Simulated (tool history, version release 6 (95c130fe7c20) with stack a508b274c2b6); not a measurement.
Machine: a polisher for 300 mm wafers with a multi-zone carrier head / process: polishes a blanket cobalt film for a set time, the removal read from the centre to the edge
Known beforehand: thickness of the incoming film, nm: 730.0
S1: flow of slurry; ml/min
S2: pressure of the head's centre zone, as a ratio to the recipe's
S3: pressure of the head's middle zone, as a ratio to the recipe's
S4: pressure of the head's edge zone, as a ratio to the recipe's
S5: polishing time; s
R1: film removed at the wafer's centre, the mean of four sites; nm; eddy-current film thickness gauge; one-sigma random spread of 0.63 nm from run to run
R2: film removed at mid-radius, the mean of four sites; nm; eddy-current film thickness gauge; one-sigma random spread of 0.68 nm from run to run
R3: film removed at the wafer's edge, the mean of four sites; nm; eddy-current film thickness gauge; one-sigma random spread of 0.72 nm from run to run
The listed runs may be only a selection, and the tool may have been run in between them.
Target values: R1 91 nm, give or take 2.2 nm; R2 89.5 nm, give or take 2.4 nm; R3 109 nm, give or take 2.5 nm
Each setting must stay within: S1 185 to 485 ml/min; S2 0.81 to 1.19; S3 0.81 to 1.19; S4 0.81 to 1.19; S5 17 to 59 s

| run | hour | S1 | S2 | S3 | S4 | S5 | R1 | R2 | R3 |
|---|---|---|---|---|---|---|---|---|---|
| 1 | 0 | 310 | 1 | 1 | 1 | 38 | 127.45 | 125.49 | 123.78 |
| 2 | 3 | 240 | 1 | 1 | 1 | 38 | 124.86 | 123.5 | 125.46 |
| 3 | 5.6 | 240 | 1 | 1 | 1.07 | 38 | 125.46 | 124.45 | 127.8 |
| 4 | 12.1 | 235 | 0.98 | 0.97 | 1.06 | 37 | 119.37 | 117.61 | 123.75 |
| 5 | 15.9 | 205 | 0.98 | 0.97 | 1.06 | 37 | 118.46 | 115.08 | 123.71 |
| 6 | 19.4 | 200 | 0.96 | 0.95 | 1.05 | 36 | 111.84 | 111.22 | 117.67 |
| 7 | 27.7 | 200 | 0.94 | 0.93 | 1.07 | 35 | 106.45 | 105.8 | 117.43 |
| 8 | 32.1 | 200 | 0.93 | 0.91 | 1.07 | 35 | 106.28 | 103.53 | 116.92 |
| 9 | 33.8 | 200 | 0.93 | 0.91 | 1.07 | 35 | 104.06 | 104.22 | 118.12 |
| 10 | 40.2 | 200 | 0.92 | 0.9 | 1.06 | 35 | 103.49 | 103.29 | 115.06 |
| 11 | 46.7 | 200 | 0.91 | 0.89 | 1.07 | 35 | 104.01 | 101.68 | 116.18 |
| 12 | 49.1 | 200 | 0.91 | 0.89 | 1.07 | 35 | 101.24 | 102.98 | 117.18 |
| 13 | 57.8 | 200 | 0.91 | 0.89 | 1.07 | 35 | 102.63 | 102.7 | 115.81 |
| 14 | 62.2 | 185 | 0.85 | 0.81 | 1.08 | 32 | 87.315 | 85.391 | 106.5 |
| 15 | 63.2 | 195 | 0.85 | 0.81 | 1.08 | 32 | 87.626 | 86.194 | 106.94 |
| 16 | 68.6 | 200 | 0.85 | 0.81 | 1.08 | 32 | 88.302 | 85.191 | 106.5 |
| 17 | 76.4 | 205 | 0.85 | 0.82 | 1.08 | 32 | 87.78 | 86.88 | 109.02 |

Which of these 5 next moves meets every target?
| A | 84.2 | 225 | 0.83 | 0.85 | 1.05 | 32 | ? | ? | ? |
| B | 84.2 | 185 | 0.88 | 0.84 | 1.12 | 32 | ? | ? | ? |
| C | 84.2 | 220 | 0.87 | 0.82 | 1.18 | 31 | ? | ? | ? |
| D | 84.2 | 260 | 0.83 | 0.81 | 1.14 | 31 | ? | ? | ? |
| E | 84.2 | 240 | 0.83 | 0.86 | 1.12 | 32 | ? | ? | ? |

| move | R1 | R2 | R3 |
|---|---|---|---|
| A | 87.452 | 90.501 | 107.09 |
| B | 91.194 | 88.239 | 109.38 |
| C | 88.649 | 84.949 | 109.99 |
| D | 85.747 | 85.209 | 109.1 |
| E | 87.945 | 91.821 | 111.01 |
A: further off than the last run
B: each result inside its tolerance
C: further off than the last run
D: further off than the last run
E: closer than the last run, but not yet in spec
B meets every target.
